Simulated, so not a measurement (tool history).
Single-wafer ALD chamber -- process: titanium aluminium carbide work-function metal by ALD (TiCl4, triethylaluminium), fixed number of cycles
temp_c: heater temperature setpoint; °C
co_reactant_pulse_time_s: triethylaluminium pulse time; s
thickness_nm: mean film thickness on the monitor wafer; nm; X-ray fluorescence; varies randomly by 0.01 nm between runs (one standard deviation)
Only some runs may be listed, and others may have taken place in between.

run 1 day=0 | temp_c=290 co_reactant_pulse_time_s=12.13 | thickness_nm=2.0306
run 2 day=0.204 | temp_c=290 co_reactant_pulse_time_s=10.46 | thickness_nm=1.9925
run 3 day=0.442 | temp_c=288 co_reactant_pulse_time_s=10.05 | thickness_nm=1.9628
run 4 day=0.554 | temp_c=288 co_reactant_pulse_time_s=11.92 | thickness_nm=2.0165
run 5 day=0.588 | temp_c=286 co_reactant_pulse_time_s=11.29 | thickness_nm=1.9866
run 6 day=0.729 | temp_c=286 co_reactant_pulse_time_s=13.97 | thickness_nm=2.0141
run 7 day=1.1 | temp_c=274 co_reactant_pulse_time_s=10.09 | thickness_nm=1.8688
run 8 day=1.246 | temp_c=274 co_reactant_pulse_time_s=10.09 | thickness_nm=1.8474
run 9 day=1.4 | temp_c=273 co_reactant_pulse_time_s=9.97 | thickness_nm=1.8357

Run 10 has not been measured yet. What should we expect?
run 10 day=1.533 | temp_c=272 co_reactant_pulse_time_s=9.87 | thickness_nm=?

Run 10 gave thickness_nm 1.8377 nm.
